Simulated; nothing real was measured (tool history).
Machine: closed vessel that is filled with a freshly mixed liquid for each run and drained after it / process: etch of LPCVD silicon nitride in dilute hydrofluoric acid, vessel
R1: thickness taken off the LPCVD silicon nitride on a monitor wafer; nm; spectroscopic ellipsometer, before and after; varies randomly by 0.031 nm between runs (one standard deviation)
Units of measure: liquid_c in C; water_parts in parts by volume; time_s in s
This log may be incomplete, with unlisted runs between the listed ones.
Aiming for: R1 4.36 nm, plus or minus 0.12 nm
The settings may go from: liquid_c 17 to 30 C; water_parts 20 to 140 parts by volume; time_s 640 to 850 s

run 1 hour=0 | liquid_c=22 water_parts=75 time_s=850 | R1=4.9553
run 2 hour=2.7 | liquid_c=22 water_parts=55 time_s=850 | R1=6.7127
run 3 hour=7.5 | liquid_c=21.5 water_parts=55 time_s=850 | R1=6.4328
run 4 hour=16.2 | liquid_c=21.5 water_parts=55 time_s=850 | R1=6.4706
run 5 hour=22.2 | liquid_c=21 water_parts=55 time_s=850 | R1=6.1618
run 6 hour=24.5 | liquid_c=20.5 water_parts=55 time_s=850 | R1=5.9549
run 7 hour=29.5 | liquid_c=20 water_parts=55 time_s=850 | R1=5.8653
run 8 hour=33.5 | liquid_c=17 water_parts=65 time_s=845 | R1=3.9581

4 candidate next runs follow, results not yet known. Just one meets every target within its allowed miss. Identify it.
run A hour=37.5 | liquid_c=19 water_parts=80 time_s=805 | R1=?
run B hour=37.5 | liquid_c=18 water_parts=70 time_s=775 | R1=?
run C hour=37.5 | liquid_c=18.5 water_parts=50 time_s=640 | R1=?
run D hour=37.5 | liquid_c=18 water_parts=70 time_s=785 | R1=?

move=A R1=3.6013
move=B R1=3.6826
move=C R1=4.367
move=D R1=3.7301
A: further off than the last run
B: further off than the last run
C: all results in spec
D: further off than the last run
Answer: C
